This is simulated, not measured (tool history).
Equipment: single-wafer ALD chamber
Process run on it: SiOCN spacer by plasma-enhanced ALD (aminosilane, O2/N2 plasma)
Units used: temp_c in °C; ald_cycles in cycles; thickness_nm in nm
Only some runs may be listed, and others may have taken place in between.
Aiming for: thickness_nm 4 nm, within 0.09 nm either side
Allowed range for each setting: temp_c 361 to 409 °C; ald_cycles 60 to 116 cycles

run 1 hour=0 | temp_c=385 ald_cycles=88 | thickness_nm=5.0161
run 2 hour=4.5 | temp_c=385 ald_cycles=84 | thickness_nm=4.7164
run 3 hour=8.5 | temp_c=394 ald_cycles=84 | thickness_nm=4.7502
run 4 hour=14.8 | temp_c=394 ald_cycles=81 | thickness_nm=4.5419
run 5 hour=21.2 | temp_c=390 ald_cycles=81 | thickness_nm=4.5343
run 6 hour=22.3 | temp_c=390 ald_cycles=79 | thickness_nm=4.4966
run 7 hour=25.1 | temp_c=390 ald_cycles=77 | thickness_nm=4.3224
run 8 hour=28.1 | temp_c=390 ald_cycles=76 | thickness_nm=4.2763
run 9 hour=34.9 | temp_c=390 ald_cycles=69 | thickness_nm=3.867

Which one of the following 5 next-run settings gets every result inside its allowed miss? There is exactly one.
run A hour=41.7 | temp_c=389 ald_cycles=75 | thickness_nm=?
run B hour=41.7 | temp_c=377 ald_cycles=65 | thickness_nm=?
run C hour=41.7 | temp_c=398 ald_cycles=67 | thickness_nm=?
run D hour=41.7 | temp_c=404 ald_cycles=68 | thickness_nm=?
run E hour=41.7 | temp_c=388 ald_cycles=71 | thickness_nm=?

move=A thickness_nm=4.2027
move=B thickness_nm=3.6424
move=C thickness_nm=3.7544
move=D thickness_nm=3.7908
move=E thickness_nm=3.9786
A: pushes the last run's worst result past its target
B: its largest miss is bigger than the last run's
C: its largest miss is bigger than the last run's
D: its largest miss is bigger than the last run's
E: meets every target
E is the move that brings every result within its allowed miss.

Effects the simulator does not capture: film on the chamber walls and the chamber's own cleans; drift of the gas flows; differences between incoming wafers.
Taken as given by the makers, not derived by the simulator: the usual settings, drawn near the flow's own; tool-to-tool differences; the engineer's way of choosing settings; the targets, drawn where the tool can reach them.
